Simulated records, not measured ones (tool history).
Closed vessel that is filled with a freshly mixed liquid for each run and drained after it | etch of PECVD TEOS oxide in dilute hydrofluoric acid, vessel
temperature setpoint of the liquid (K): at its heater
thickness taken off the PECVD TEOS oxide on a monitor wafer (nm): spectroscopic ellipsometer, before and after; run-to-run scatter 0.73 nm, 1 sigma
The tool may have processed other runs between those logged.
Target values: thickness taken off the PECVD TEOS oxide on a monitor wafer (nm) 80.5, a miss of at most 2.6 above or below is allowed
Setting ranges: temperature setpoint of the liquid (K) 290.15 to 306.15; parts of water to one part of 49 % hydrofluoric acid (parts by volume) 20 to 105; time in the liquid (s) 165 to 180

run  hour  temperature setpoint of the liquid (K)  parts of water to one part of 49 % hydrofluoric acid (parts by volume)  time in the liquid (s)  thickness taken off the PECVD TEOS oxide on a monitor wafer (nm)
  1     0                                  298.15                                                                      55                     165                                                            65.866
  2   5.3                                  299.15                                                                      55                     165                                                             68.45
  3  12.3                                  301.65                                                                      55                     165                                                            75.595
  4  20.8                                  301.65                                                                      55                     165                                                            75.581
  5  23.6                                  302.15                                                                      55                     165                                                            77.432
  6  30.7                                  302.15                                                                      40                     165                                                             110.8
  7  37.5                                  300.65                                                                      40                     165                                                            104.23
  8  42.6                                  299.65                                                                      40                     165                                                            99.893
  9  45.1                                  298.65                                                                      40                     165                                                            93.472
 10  50.1                                  298.65                                                                      40                     165                                                            95.239
 11  59.4                                  297.65                                                                      40                     165                                                            90.561
 12  62.7                                  297.65                                                                      40                     165                                                            92.142
 13  69.4                                  297.15                                                                      40                     165                                                            89.955
 14  75.9                                  296.65                                                                      40                     165                                                            88.493
 15    84                                  296.15                                                                      40                     165                                                            84.605
 16  86.5                                  295.65                                                                      40                     165                                                             83.91

Of the 4 settings listed for the next run, only one would bring every result within its allowed miss of target. Which one?
  A    89                                  296.15                                                                      45                     165                                                                 ?
  B    89                                  295.65                                                                      45                     165                                                                 ?
  C    89                                  294.65                                                                      45                     175                                                                 ?
  D    89                                  294.65                                                                      40                     165                                                                 ?

move  thickness taken off the PECVD TEOS oxide on a monitor wafer (nm)
   A                                                            76.397
   B                                                            74.819
   C                                                            76.093
   D                                                             81.22
A: pushes the last run's worst result past its target
B: pushes the last run's worst result past its target
C: pushes the last run's worst result past its target
D: every result lands within tolerance
The right move is D.

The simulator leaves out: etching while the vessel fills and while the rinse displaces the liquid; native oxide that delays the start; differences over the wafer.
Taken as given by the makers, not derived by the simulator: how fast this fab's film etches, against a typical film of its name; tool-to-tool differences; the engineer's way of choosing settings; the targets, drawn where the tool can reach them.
